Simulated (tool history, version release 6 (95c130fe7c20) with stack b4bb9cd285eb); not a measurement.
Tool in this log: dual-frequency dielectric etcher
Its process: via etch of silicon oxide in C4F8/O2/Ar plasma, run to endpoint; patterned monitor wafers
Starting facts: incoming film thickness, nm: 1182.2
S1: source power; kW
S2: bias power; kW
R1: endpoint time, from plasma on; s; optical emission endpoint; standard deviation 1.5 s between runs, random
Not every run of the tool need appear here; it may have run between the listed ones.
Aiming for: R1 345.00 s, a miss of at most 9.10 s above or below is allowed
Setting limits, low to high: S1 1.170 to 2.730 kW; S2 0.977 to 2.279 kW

| run | hour | S1 | S2 | R1 |
|---|---|---|---|---|
| 1 | 0.0 | 1.950 | 1.628 | 255.41 |
| 2 | 8.1 | 1.770 | 1.478 | 276.87 |
| 3 | 9.4 | 1.630 | 1.401 | 288.74 |
| 4 | 13.8 | 1.870 | 1.401 | 273.01 |
| 5 | 20.6 | 1.870 | 1.181 | 281.12 |
| 6 | 26.2 | 1.710 | 1.134 | 297.23 |
| 7 | 27.2 | 1.600 | 1.102 | 308.30 |
|  | 35.0 | bias power generator calibrated |
| 8 | 35.0 | 1.600 | 1.102 | 310.99 |
| 9 | 37.8 | 1.530 | 1.088 | 322.32 |
| 10 | 42.8 | 1.490 | 1.081 | 325.33 |
| 11 | 48.9 | 1.450 | 1.075 | 328.66 |
| 12 | 54.1 | 1.450 | 1.075 | 333.74 |
| 13 | 59.9 | 1.430 | 1.072 | 331.13 |

Next run, 5 choices. One meets every target within its allowed miss, the rest don't. Which?
| A | 65.7 | 1.660 | 1.010 | ? |
| B | 65.7 | 1.530 | 1.093 | ? |
| C | 65.7 | 1.590 | 0.977 | ? |
| D | 65.7 | 1.300 | 1.163 | ? |
| E | 65.7 | 1.670 | 1.118 | ? |

| move | R1 |
|---|---|
| A | 312.19 |
| B | 320.51 |
| C | 321.19 |
| D | 344.84 |
| E | 305.08 |
A: further off than the last run
B: further off than the last run
C: further off than the last run
D: every result within its allowed miss
E: further off than the last run
Answer: D

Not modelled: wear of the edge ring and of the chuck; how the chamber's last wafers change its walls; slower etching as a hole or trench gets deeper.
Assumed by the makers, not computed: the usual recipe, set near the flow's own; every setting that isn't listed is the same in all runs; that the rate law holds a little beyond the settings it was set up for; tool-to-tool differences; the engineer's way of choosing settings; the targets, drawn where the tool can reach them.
